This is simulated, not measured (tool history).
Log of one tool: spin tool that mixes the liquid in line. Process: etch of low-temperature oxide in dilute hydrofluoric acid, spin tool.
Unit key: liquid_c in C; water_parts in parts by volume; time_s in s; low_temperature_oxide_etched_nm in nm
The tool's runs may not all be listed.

run  hour  liquid_c  water_parts  time_s  low_temperature_oxide_etched_nm
  1     0        22          255     325                           10.316
  2   2.1      23.5          240     325                           11.805
  3   6.6        25          230     325                           12.935
  4   9.1        26          220     325                           14.334
  5  15.8        25          220     325                           13.977
  6    17        26          215     325                           14.642
  7  18.9        27          210     325                           15.782
  8  25.5      27.5          210     325                           16.057
  9  32.6        28          210     325                            16.38
 10  34.6      28.5          210     325                           16.341

Predict the results of run 11:
 11  36.1        29          210     325                                ?

{"run 11": {"low_temperature_oxide_etched_nm": 16.864}}
